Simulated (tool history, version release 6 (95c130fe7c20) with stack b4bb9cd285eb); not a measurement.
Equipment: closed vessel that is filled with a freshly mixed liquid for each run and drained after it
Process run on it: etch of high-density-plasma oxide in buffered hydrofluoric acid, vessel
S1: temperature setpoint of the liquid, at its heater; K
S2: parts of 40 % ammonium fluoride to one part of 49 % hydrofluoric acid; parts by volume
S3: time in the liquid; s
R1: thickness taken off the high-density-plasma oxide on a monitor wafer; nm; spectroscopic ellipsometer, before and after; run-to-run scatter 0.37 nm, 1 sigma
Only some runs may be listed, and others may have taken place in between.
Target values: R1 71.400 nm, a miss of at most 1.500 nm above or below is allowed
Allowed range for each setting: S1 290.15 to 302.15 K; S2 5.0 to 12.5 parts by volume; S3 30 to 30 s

run  hour      S1   S2  S3      R1
  1   0.0  294.15  7.5  30  47.023
  2   3.7  290.65  7.5  30  38.244
  3   6.7  294.15  7.5  30  47.000
  4  11.0  296.15  7.5  30  52.273
  5  13.4  293.15  7.5  30  44.340
  6  15.9  293.15  7.5  30  44.512
  7  17.6  295.65  7.5  30  51.543
  8  23.8  297.15  7.5  30  55.511
  9  31.8  298.15  7.5  30  58.166
 10  36.9  299.15  7.5  30  61.741
 11  45.0  299.65  7.5  30  63.616
 12  53.2  300.15  7.5  30  65.368
 13  61.4  300.65  7.5  30  66.460

5 next moves are on the table. One of them brings every result within its allowed miss. Which?
  A  69.6  302.15  8.5  30   ?
  B  69.6  302.15  8.0  30   ?
  C  69.6  299.65  7.0  30   ?
  D  69.6  301.65  8.5  30   ?
  E  69.6  300.65  7.0  30   ?

move      R1
   A  63.350
   B  67.647
   C  68.415
   D  61.699
   E  72.166
A: lands further from the targets than the last run did
B: better than the last run, though not everything is in spec
C: better than the last run, though not everything is in spec
D: lands further from the targets than the last run did
E: all results in spec
E meets every target.
